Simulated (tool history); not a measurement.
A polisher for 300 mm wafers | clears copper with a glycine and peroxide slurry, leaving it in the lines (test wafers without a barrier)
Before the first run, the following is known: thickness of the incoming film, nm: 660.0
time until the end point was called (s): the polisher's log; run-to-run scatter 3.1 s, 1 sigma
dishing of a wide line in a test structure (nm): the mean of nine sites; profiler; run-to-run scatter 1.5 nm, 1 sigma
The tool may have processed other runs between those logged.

| run | hour | flow of slurry (ml/min) | pressure of the wafer on the pad (psi) | speed of the pad under the wafer (cm/s) | overpolish time after the end point (s) | time until the end point was called (s) | dishing of a wide line in a test structure (nm) |
|---|---|---|---|---|---|---|---|
| 1 | 0 | 120 | 3.4 | 128 | 23 | 96.599 | 83.991 |
| 2 | 7.6 | 120 | 3.4 | 128 | 14 | 100.76 | 61.452 |
| 3 | 14.2 | 120 | 3.4 | 144 | 14 | 90.435 | 65.003 |
| 4 | 17.9 | 120 | 3.2 | 142 | 16 | 97.022 | 65.981 |
| 5 | 26 | 110 | 3.2 | 142 | 16 | 96.818 | 65.737 |
| 6 | 34.4 | 85 | 3.2 | 142 | 16 | 105.72 | 66.473 |
| 7 | 37.6 | 85 | 3.1 | 140 | 18 | 109.24 | 67.673 |
| 8 | 43.8 | 85 | 3 | 138 | 20 | 115.05 | 69.112 |
| 9 | 48 | 85 | 2.9 | 136 | 21 | 118.17 | 69.87 |

Run 10 has not been measured yet. What should we expect?
| 10 | 56.2 | 85 | 2.8 | 134 | 22 | ? | ? |

time until the end point was called (s): 122.64
dishing of a wide line in a test structure (nm): 71.103
